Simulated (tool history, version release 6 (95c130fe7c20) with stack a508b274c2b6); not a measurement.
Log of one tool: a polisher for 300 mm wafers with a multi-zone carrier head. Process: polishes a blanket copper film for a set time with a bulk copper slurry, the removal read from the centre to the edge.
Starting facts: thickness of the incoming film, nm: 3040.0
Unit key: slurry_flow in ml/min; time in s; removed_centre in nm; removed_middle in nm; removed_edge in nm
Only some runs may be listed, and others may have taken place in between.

{"run": 1, "day": 0.0, "slurry_flow": 310, "centre_zone": 1, "middle_zone": 1, "edge_zone": 1, "slurry_solids": 1, "time": 62, "removed_centre": 366.65, "removed_middle": 363.78, "removed_edge": 369.66}
{"run": 2, "day": 0.329, "slurry_flow": 310, "centre_zone": 1, "middle_zone": 1.02, "edge_zone": 1.02, "slurry_solids": 1.1, "time": 64, "removed_centre": 380.69, "removed_middle": 389.91, "removed_edge": 393.49}
{"run": 3, "day": 0.683, "slurry_flow": 310, "centre_zone": 1.01, "middle_zone": 1.04, "edge_zone": 1.04, "slurry_solids": 1.2, "time": 66, "removed_centre": 402.78, "removed_middle": 414.45, "removed_edge": 419.87}
{"run": 4, "day": 0.942, "slurry_flow": 310, "centre_zone": 1.02, "middle_zone": 1.06, "edge_zone": 1.06, "slurry_solids": 1.25, "time": 67, "removed_centre": 423.87, "removed_middle": 429.76, "removed_edge": 430.56}
{"run": 5, "day": 1.121, "slurry_flow": 310, "centre_zone": 1.09, "middle_zone": 1.06, "edge_zone": 1.06, "slurry_solids": 1.25, "time": 67, "removed_centre": 459.24, "removed_middle": 428.48, "removed_edge": 416.01}
{"run": 6, "day": 1.262, "slurry_flow": 310, "centre_zone": 1.09, "middle_zone": 1.06, "edge_zone": 1.06, "slurry_solids": 1.35, "time": 67, "removed_centre": 450.62, "removed_middle": 431.74, "removed_edge": 429.53}

What does the tool deliver on the next run?
{"run": 7, "day": 1.392, "slurry_flow": 310, "centre_zone": 1.08, "middle_zone": 1.07, "edge_zone": 1.07, "slurry_solids": 1.4, "time": 68, "removed_centre": "?", "removed_middle": "?", "removed_edge": "?"}

{"run 7": {"removed_centre": 451.59, "removed_middle": 443.74, "removed_edge": 434.42}}
